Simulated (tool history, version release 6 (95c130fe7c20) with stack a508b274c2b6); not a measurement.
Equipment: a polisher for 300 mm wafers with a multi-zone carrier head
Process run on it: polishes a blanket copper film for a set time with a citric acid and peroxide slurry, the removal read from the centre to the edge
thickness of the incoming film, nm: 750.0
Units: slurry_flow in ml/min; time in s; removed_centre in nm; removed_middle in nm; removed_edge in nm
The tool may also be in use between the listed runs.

run 1 hour=0.0 | slurry_flow=195 centre_zone=1.00 middle_zone=1.00 edge_zone=1.00 slurry_solids=1.00 time=63 | removed_centre=178.76 removed_middle=182.10 removed_edge=177.30
run 2 hour=7.2 | slurry_flow=195 centre_zone=1.00 middle_zone=1.00 edge_zone=1.00 slurry_solids=1.00 time=76 | removed_centre=215.95 removed_middle=219.10 removed_edge=215.90
run 3 hour=9.4 | slurry_flow=195 centre_zone=1.00 middle_zone=1.00 edge_zone=1.00 slurry_solids=1.00 time=90 | removed_centre=258.13 removed_middle=259.63 removed_edge=251.62
run 4 hour=10.9 | slurry_flow=195 centre_zone=1.00 middle_zone=1.05 edge_zone=1.00 slurry_solids=1.00 time=90 | removed_centre=255.08 removed_middle=271.03 removed_edge=259.97
run 5 hour=14.7 | slurry_flow=180 centre_zone=0.95 middle_zone=0.99 edge_zone=0.97 slurry_solids=0.85 time=83 | removed_centre=214.12 removed_middle=229.14 removed_edge=224.31
run 6 hour=19.0 | slurry_flow=140 centre_zone=0.95 middle_zone=0.99 edge_zone=0.97 slurry_solids=0.85 time=83 | removed_centre=200.94 removed_middle=215.86 removed_edge=215.87
run 7 hour=22.9 | slurry_flow=155 centre_zone=0.92 middle_zone=0.90 edge_zone=0.87 slurry_solids=0.60 time=66 | removed_centre=150.47 removed_middle=154.80 removed_edge=156.69

Run 8, settings as shown, results not yet in. Your forecast:
run 8 hour=28.6 | slurry_flow=135 centre_zone=0.93 middle_zone=0.90 edge_zone=0.83 slurry_solids=0.50 time=66 | removed_centre=? removed_middle=? removed_edge=?

Run 8 gave removed_centre 143.36 nm, removed_middle 145.00 nm, removed_edge 146.56 nm.

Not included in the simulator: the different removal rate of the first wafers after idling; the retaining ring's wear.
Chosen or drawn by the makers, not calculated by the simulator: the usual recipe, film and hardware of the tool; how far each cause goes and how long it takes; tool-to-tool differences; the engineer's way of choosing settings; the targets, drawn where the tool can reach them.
